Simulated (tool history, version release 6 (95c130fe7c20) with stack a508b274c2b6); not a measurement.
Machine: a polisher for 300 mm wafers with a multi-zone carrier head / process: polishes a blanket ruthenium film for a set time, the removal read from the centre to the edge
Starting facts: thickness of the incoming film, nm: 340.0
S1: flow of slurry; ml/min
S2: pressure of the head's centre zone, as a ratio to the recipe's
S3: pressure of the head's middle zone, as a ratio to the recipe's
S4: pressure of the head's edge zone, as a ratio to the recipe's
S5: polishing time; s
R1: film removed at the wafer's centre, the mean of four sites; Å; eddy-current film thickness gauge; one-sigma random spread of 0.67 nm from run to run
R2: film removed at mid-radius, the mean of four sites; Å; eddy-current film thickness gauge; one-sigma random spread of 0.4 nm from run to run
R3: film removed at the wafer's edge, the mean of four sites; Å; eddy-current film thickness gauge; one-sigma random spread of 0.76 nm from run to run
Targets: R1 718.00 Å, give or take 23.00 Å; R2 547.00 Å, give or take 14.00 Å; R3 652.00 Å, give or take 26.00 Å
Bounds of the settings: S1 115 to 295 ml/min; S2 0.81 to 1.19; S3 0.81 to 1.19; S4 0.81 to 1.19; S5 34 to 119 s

run,hour,S1,S2,S3,S4,S5,R1,R2,R3
1,0.0,190,1.00,1.00,1.00,76,700.54,678.54,700.13
2,6.0,185,1.01,0.97,0.99,76,703.58,667.11,707.07
3,13.7,180,1.03,0.95,0.98,75,706.22,643.04,686.50
4,14.2,175,1.04,0.93,0.98,75,703.52,619.43,675.94
5,15.6,170,1.05,0.92,0.98,75,700.23,619.10,677.88
6,21.0,130,1.05,0.92,0.98,75,693.41,605.95,672.00
7,21.8,130,1.06,0.91,0.98,75,682.71,590.86,673.97
8,24.4,130,1.07,0.90,0.98,75,698.92,590.39,676.91
9,32.0,130,1.08,0.89,0.97,75,707.85,588.62,669.06
10,35.0,130,1.08,0.88,0.97,75,698.81,571.54,653.20
11,41.2,130,1.09,0.87,0.97,75,705.53,577.64,668.56
12,44.5,130,1.10,0.86,0.97,75,720.33,569.24,671.86
13,48.6,130,1.10,0.86,0.96,75,723.40,566.12,665.30

Next run, 5 choices. One meets every target within its allowed miss, the rest don't. Which?
A,52.7,115,1.12,0.85,0.96,74,?,?,?
B,52.7,115,1.17,0.95,0.96,71,?,?,?
C,52.7,130,1.11,0.88,0.97,76,?,?,?
D,52.7,115,1.10,0.81,1.06,77,?,?,?
E,52.7,160,1.11,0.93,1.05,72,?,?,?

move,R1,R2,R3
A,723.67,544.57,654.40
B,726.05,572.85,627.04
C,749.03,584.08,682.31
D,739.26,544.72,714.85
E,729.31,593.39,683.15
A: every result lands within tolerance
B: moves away from the targets compared with the last run
C: moves away from the targets compared with the last run
D: puts the biggest miss on target and leaves a different result outside tolerance
E: moves away from the targets compared with the last run
The right move is A.
